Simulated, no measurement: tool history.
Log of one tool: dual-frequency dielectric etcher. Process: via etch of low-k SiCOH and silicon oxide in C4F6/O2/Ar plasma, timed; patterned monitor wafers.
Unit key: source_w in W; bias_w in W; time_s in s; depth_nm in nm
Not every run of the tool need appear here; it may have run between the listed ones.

run 1 day=0.000 | source_w=380 bias_w=243 time_s=73.5 | depth_nm=239.12
run 2 day=0.308 | source_w=360 bias_w=239 time_s=73.5 | depth_nm=231.19
run 3 day=0.396 | source_w=430 bias_w=239 time_s=73.5 | depth_nm=247.41
run 4 day=0.462 | source_w=430 bias_w=209 time_s=73.5 | depth_nm=230.91
run 5 day=0.567 | source_w=420 bias_w=206 time_s=73.5 | depth_nm=229.18
run 6 day=0.612 | source_w=420 bias_w=206 time_s=77.0 | depth_nm=240.78

What will run 7 give?
run 7 day=0.862 | source_w=400 bias_w=203 time_s=77.0 | depth_nm=?

{"run 7": {"depth_nm": 235.9}}

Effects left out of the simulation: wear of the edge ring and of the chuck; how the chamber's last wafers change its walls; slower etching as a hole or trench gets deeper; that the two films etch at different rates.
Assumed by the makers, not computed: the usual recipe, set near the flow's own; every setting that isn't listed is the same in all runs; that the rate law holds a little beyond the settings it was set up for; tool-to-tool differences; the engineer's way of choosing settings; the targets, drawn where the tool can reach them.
